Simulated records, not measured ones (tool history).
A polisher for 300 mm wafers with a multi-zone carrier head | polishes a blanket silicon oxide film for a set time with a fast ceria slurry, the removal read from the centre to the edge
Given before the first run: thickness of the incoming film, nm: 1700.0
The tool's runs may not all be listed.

| run | hour | flow of slurry (ml/min) | pressure of the head's centre zone | pressure of the head's middle zone | pressure of the head's edge zone | polishing time (s) | film removed at the wafer's centre (Å) | film removed at mid-radius (Å) | film removed at the wafer's edge (Å) |
|---|---|---|---|---|---|---|---|---|---|
| 1 | 0.0 | 290 | 1.00 | 1.00 | 1.00 | 44 | 7029.2 | 7172.2 | 7103.0 |
| 2 | 8.2 | 290 | 1.00 | 1.03 | 1.00 | 44 | 7235.0 | 7420.1 | 7199.2 |
| 3 | 11.9 | 290 | 1.00 | 0.98 | 1.00 | 44 | 7083.6 | 7149.3 | 7118.6 |
| 4 | 17.1 | 290 | 0.96 | 1.00 | 0.96 | 43 | 6712.0 | 7078.0 | 6912.7 |
| 5 | 26.1 | 290 | 0.96 | 1.00 | 1.02 | 43 | 6762.7 | 7007.4 | 7026.1 |
| 6 | 27.7 | 285 | 0.94 | 1.03 | 0.98 | 42 | 6586.4 | 6853.3 | 6677.9 |
| 7 | 32.9 | 325 | 0.91 | 1.04 | 0.94 | 42 | 6310.6 | 7225.1 | 6697.5 |

For run 8, what comes out?
| 8 | 34.8 | 325 | 0.90 | 1.05 | 0.92 | 42 | ? | ? | ? |

film removed at the wafer's centre (Å): 6325.7
film removed at mid-radius (Å): 7278.9
film removed at the wafer's edge (Å): 6693.3

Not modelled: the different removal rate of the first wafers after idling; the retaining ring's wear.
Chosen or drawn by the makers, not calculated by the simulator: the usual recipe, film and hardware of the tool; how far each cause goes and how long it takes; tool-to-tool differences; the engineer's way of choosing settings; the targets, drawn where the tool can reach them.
